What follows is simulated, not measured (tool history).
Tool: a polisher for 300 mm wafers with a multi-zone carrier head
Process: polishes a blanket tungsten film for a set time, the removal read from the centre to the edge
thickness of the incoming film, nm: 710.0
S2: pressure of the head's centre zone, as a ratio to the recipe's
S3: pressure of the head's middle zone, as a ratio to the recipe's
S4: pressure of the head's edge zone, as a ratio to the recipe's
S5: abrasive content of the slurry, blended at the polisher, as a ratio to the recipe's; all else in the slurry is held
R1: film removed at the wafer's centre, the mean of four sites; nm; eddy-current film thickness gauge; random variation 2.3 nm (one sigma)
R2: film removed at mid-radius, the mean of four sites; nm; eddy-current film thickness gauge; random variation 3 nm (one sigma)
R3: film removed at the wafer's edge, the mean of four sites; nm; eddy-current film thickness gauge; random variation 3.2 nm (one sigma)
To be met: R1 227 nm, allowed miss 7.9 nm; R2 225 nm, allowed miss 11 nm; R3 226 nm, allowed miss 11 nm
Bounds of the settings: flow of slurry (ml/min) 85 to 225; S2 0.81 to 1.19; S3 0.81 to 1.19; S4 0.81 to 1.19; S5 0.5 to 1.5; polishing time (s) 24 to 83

run 1 day=0 | flow_of_slurry_(ml/min)=145 S2=1 S3=1 S4=1 S5=1 polishing_time_(s)=53 | R1=264.94 R2=256.43 R3=255.21
run 2 day=0.292 | flow_of_slurry_(ml/min)=145 S2=1 S3=0.94 S4=1 S5=1 polishing_time_(s)=53 | R1=260.66 R2=236.96 R3=251.33
run 3 day=0.496 | flow_of_slurry_(ml/min)=140 S2=0.99 S3=0.94 S4=0.98 S5=1 polishing_time_(s)=53 | R1=256.87 R2=239.43 R3=252.68
run 4 day=0.867 | flow_of_slurry_(ml/min)=115 S2=0.99 S3=0.94 S4=0.98 S5=1 polishing_time_(s)=53 | R1=249.02 R2=220.83 R3=244.58
run 5 day=1.217 | flow_of_slurry_(ml/min)=115 S2=0.99 S3=0.94 S4=0.98 S5=1 polishing_time_(s)=66 | R1=296.47 R2=282.5 R3=302.99
run 6 day=1.338 | flow_of_slurry_(ml/min)=115 S2=0.99 S3=0.94 S4=0.98 S5=1.15 polishing_time_(s)=66 | R1=318.56 R2=297.04 R3=315.88
run 7 day=1.658 | flow_of_slurry_(ml/min)=115 S2=0.99 S3=0.94 S4=0.98 S5=1.15 polishing_time_(s)=66 | R1=315.53 R2=294.52 R3=314.18
run 8 day=2.004 | flow_of_slurry_(ml/min)=120 S2=0.99 S3=0.94 S4=0.96 S5=1 polishing_time_(s)=64 | R1=299.72 R2=279.71 R3=295.27
run 9 day=2.238 | flow_of_slurry_(ml/min)=125 S2=0.98 S3=0.94 S4=0.94 S5=0.9 polishing_time_(s)=62 | R1=275.42 R2=259.51 R3=278.66
run 10 day=2.292 | flow_of_slurry_(ml/min)=115 S2=1 S3=1.03 S4=0.84 S5=0.65 polishing_time_(s)=56 | R1=225.56 R2=220.27 R3=205.86
run 11 day=2.621 | flow_of_slurry_(ml/min)=115 S2=0.99 S3=1.02 S4=0.86 S5=0.65 polishing_time_(s)=56 | R1=222.05 R2=216.34 R3=207.22
run 12 day=2.654 | flow_of_slurry_(ml/min)=120 S2=0.98 S3=1.02 S4=0.87 S5=0.65 polishing_time_(s)=56 | R1=221.09 R2=221.68 R3=209.16

Which of these 4 next moves meets every target?
run A day=2.688 | flow_of_slurry_(ml/min)=85 S2=0.91 S3=0.83 S4=1.01 S5=0.75 polishing_time_(s)=64 | R1=? R2=? R3=?
run B day=2.688 | flow_of_slurry_(ml/min)=100 S2=0.96 S3=0.97 S4=0.86 S5=0.7 polishing_time_(s)=60 | R1=? R2=? R3=?
run C day=2.688 | flow_of_slurry_(ml/min)=115 S2=0.88 S3=0.97 S4=0.91 S5=0.7 polishing_time_(s)=57 | R1=? R2=? R3=?
run D day=2.688 | flow_of_slurry_(ml/min)=110 S2=0.96 S3=1.06 S4=0.85 S5=0.7 polishing_time_(s)=53 | R1=? R2=? R3=?

move=A R1=217.4 R2=201.52 R3=255.13
move=B R1=225.12 R2=220.93 R3=224.56
move=C R1=205.88 R2=219.19 R3=225.4
move=D R1=206.03 R2=215.99 R3=201.16
A: takes the result that was furthest off past its target
B: meets every target
C: brings the result that was furthest off to its target, and leaves another outside
D: further off than the last run
Move B is the one to make.
